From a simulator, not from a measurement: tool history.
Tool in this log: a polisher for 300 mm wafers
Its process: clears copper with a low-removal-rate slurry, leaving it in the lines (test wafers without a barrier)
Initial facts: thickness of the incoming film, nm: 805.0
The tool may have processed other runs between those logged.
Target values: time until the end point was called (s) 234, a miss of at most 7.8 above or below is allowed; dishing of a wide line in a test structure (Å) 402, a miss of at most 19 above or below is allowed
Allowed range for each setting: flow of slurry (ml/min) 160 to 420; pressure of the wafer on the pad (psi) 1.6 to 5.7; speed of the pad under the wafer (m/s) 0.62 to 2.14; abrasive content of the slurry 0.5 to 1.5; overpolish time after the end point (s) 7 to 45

run	hour	flow of slurry (ml/min)	pressure of the wafer on the pad (psi)	speed of the pad under the wafer (m/s)	abrasive content of the slurry	overpolish time after the end point (s)	time until the end point was called (s)	dishing of a wide line in a test structure (Å)
1	0	270	3.6	1.38	1	23	184.12	461.58
2	3.3	270	3.6	1.56	1	23	162.39	484.45
3	7.8	270	3.2	1.56	1	23	181.19	457.12
4	15	270	3.2	1.56	0.8	23	186.72	448.24
5	16	270	3	1.56	0.8	23	201.83	429.16
6	21.5	335	3	1.56	0.8	23	195	438.38
7	25.4	335	2.8	1.56	0.8	23	213.37	422.69
8	29.4	335	2.7	1.56	0.8	23	220.29	411.53

Of the 5 settings listed for the next run, only one would bring every result within its allowed miss of target. Which one?
A	33.4	335	2.2	1.66	0.8	21	?	?
B	33.4	335	2.4	1.46	0.95	22	?	?
C	33.4	340	2.3	1.58	0.8	26	?	?
D	33.4	420	3	1.14	1	20	?	?
E	33.4	355	3.3	1.24	0.65	23	?	?

move	time until the end point was called (s)	dishing of a wide line in a test structure (Å)
A	252.42	365.83
B	255.15	376.03
C	253.59	412.33
D	255.07	360.22
E	234.28	413.86
A: pushes the last run's worst result past its target
B: pushes the last run's worst result past its target
C: pushes the last run's worst result past its target
D: pushes the last run's worst result past its target
E: all results land within tolerance of their targets
Correct choice: E, which meets every target
